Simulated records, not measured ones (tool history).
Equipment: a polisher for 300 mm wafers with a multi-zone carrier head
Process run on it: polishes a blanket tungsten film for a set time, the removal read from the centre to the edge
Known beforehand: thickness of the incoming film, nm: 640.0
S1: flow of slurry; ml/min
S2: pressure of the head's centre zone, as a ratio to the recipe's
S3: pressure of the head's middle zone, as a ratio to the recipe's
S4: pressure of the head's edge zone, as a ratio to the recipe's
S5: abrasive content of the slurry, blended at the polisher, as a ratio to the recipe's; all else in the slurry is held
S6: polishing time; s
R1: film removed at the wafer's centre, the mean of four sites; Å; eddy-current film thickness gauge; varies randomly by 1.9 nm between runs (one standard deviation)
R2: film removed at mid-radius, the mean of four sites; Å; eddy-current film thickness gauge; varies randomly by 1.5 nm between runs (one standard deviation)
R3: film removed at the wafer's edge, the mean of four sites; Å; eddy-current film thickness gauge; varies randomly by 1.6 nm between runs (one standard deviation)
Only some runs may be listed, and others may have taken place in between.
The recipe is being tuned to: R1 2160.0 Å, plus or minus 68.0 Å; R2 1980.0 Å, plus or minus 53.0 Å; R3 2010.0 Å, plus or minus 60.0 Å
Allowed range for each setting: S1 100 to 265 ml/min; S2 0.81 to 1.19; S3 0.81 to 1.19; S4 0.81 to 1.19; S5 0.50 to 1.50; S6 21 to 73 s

| run | hour | S1 | S2 | S3 | S4 | S5 | S6 | R1 | R2 | R3 |
|---|---|---|---|---|---|---|---|---|---|---|
| 1 | 0.0 | 170 | 1.00 | 1.00 | 1.00 | 1.00 | 47 | 1446.1 | 1427.8 | 1438.2 |
| 2 | 3.0 | 170 | 1.00 | 1.00 | 1.00 | 0.85 | 47 | 1360.2 | 1380.2 | 1373.9 |
| 3 | 11.0 | 170 | 1.00 | 1.00 | 1.04 | 0.85 | 47 | 1366.6 | 1370.3 | 1398.2 |
| 4 | 18.4 | 185 | 1.02 | 1.03 | 1.07 | 1.05 | 48 | 1529.3 | 1531.0 | 1539.1 |
| 5 | 20.6 | 185 | 1.02 | 1.07 | 1.07 | 1.05 | 48 | 1512.9 | 1576.5 | 1549.7 |
| 6 | 25.9 | 185 | 1.02 | 1.00 | 1.07 | 1.05 | 48 | 1534.8 | 1494.8 | 1550.0 |
| 7 | 30.1 | 195 | 1.05 | 1.02 | 1.09 | 1.20 | 49 | 1654.9 | 1606.3 | 1652.7 |
| 8 | 37.6 | 205 | 1.08 | 1.03 | 1.11 | 1.30 | 50 | 1832.4 | 1712.6 | 1752.9 |
| 9 | 44.6 | 215 | 1.09 | 1.04 | 1.13 | 1.35 | 51 | 1951.6 | 1791.6 | 1817.6 |
| 10 | 53.4 | 230 | 1.08 | 1.05 | 1.18 | 1.50 | 54 | 2104.5 | 1950.8 | 2075.6 |

5 next moves are on the table. One of them brings every result within its allowed miss. Which?
| A | 62.2 | 190 | 1.12 | 1.16 | 1.16 | 1.05 | 58 | ? | ? | ? |
| B | 62.2 | 210 | 1.14 | 0.90 | 1.19 | 1.40 | 57 | ? | ? | ? |
| C | 62.2 | 250 | 1.09 | 1.03 | 1.09 | 1.50 | 55 | ? | ? | ? |
| D | 62.2 | 225 | 1.03 | 0.89 | 1.19 | 1.50 | 60 | ? | ? | ? |
| E | 62.2 | 215 | 1.05 | 1.01 | 1.19 | 1.35 | 58 | ? | ? | ? |

| move | R1 | R2 | R3 |
|---|---|---|---|
| A | 2060.2 | 1979.4 | 1966.9 |
| B | 2250.8 | 1823.2 | 2136.1 |
| C | 2171.9 | 1984.6 | 2038.1 |
| D | 2206.6 | 1960.9 | 2305.4 |
| E | 2102.6 | 1974.1 | 2156.9 |
A: the furthest-off result lands on target, but another misses its tolerance
B: the biggest miss grows against the last run
C: meets every target
D: the biggest miss grows against the last run
E: the biggest miss grows against the last run
So the answer is move C, the one that meets all the targets.
